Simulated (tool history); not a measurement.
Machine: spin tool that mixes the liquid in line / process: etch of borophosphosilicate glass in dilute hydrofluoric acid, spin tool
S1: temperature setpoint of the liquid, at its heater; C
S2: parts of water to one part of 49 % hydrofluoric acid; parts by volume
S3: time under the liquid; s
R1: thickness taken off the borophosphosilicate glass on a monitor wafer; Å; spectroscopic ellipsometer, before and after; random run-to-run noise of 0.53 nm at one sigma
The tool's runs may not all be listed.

run,hour,S1,S2,S3,R1
1,0,25,60,90,677.83
2,1.1,23,60,90,622.94
3,6.9,26,55,90,773.32
4,13.8,23,55,90,677.54
5,22.7,23,65,90,565.85
6,29.8,23,65,90,570.93
7,38.3,26,60,90,700.16
8,46.9,28,55,90,831.2
9,55.8,29.5,50,90,984.03
10,64.8,30.5,50,90,1019
11,72.7,31,50,90,1044.6
12,78.6,33,40,90,1414.6

Predict the results of run 13:
13,86.2,32.5,40,90,?

Logged for run 13: R1 1399.4 Å.

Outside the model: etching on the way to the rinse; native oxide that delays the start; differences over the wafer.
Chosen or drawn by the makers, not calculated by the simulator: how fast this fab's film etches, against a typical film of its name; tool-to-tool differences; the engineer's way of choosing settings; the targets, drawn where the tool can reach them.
